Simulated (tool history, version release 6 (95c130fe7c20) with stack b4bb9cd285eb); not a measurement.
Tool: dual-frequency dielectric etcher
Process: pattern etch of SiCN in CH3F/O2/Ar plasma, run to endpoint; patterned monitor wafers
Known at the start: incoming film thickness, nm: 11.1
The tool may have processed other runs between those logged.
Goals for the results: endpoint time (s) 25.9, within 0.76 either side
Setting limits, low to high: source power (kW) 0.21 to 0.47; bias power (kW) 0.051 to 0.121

run,hour,source power (kW),bias power (kW),endpoint time (s)
1,0,0.34,0.086,29.695
2,2.5,0.34,0.073,32.346
3,8.5,0.34,0.086,30.362
4,16.1,0.3,0.086,31.451
5,22.8,0.31,0.087,30.508
6,25,0.32,0.089,30.15
7,31.2,0.33,0.09,30.305
8,33.9,0.34,0.093,29.059
9,40.3,0.35,0.094,29.073
10,45.7,0.36,0.096,28.918
11,54.6,0.36,0.098,27.95

Pick the move, out of 5, that brings all results within their allowed miss; only one does.
A,63.5,0.34,0.086,?
B,63.5,0.27,0.098,?
C,63.5,0.31,0.102,?
D,63.5,0.35,0.106,?
E,63.5,0.41,0.108,?

move,endpoint time (s)
A,30.642
B,30.966
C,29.327
D,27.892
E,26.433
A: further off than the last run
B: further off than the last run
C: further off than the last run
D: about as far from the targets as the last run
E: every result within its allowed miss
So the answer is move E, the one that meets all the targets.
